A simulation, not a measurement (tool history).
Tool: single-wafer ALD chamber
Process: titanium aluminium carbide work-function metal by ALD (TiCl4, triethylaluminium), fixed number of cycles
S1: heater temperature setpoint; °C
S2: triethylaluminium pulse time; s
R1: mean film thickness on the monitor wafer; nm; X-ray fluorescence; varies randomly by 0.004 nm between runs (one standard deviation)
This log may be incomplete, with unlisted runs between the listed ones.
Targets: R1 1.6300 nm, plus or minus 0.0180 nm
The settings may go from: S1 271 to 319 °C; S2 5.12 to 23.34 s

run    day   S1     S2      R1
  1  0.000  295  14.23  1.7441
  2  0.192  295  11.15  1.7410
  3  0.542  295   9.04  1.7121
  4  0.892  303   9.04  1.7636
  5  1.246  303  12.30  1.7987
  6  1.546  303  13.82  1.8091
  7  1.579  297  13.29  1.7695
  8  1.858  292  12.79  1.7221
  9  2.079  289  12.49  1.6963
 10  2.417  287  12.29  1.6806
 11  2.729  287  12.29  1.6766
 12  3.017  286  12.16  1.6733
 13  3.067  285  12.03  1.6667
 14  3.412  284  11.91  1.6651
 15  3.479  283  11.78  1.6507

Which of these 4 next moves meets every target?
  A  3.546  278  15.39   ?
  B  3.546  286  10.74   ?
  C  3.546  289  13.61   ?
  D  3.546  287  11.24   ?

move      R1
   A  1.6307
   B  1.6636
   C  1.7016
   D  1.6745
A: in spec on every target
B: its largest miss is bigger than the last run's
C: its largest miss is bigger than the last run's
D: its largest miss is bigger than the last run's
A meets every target.

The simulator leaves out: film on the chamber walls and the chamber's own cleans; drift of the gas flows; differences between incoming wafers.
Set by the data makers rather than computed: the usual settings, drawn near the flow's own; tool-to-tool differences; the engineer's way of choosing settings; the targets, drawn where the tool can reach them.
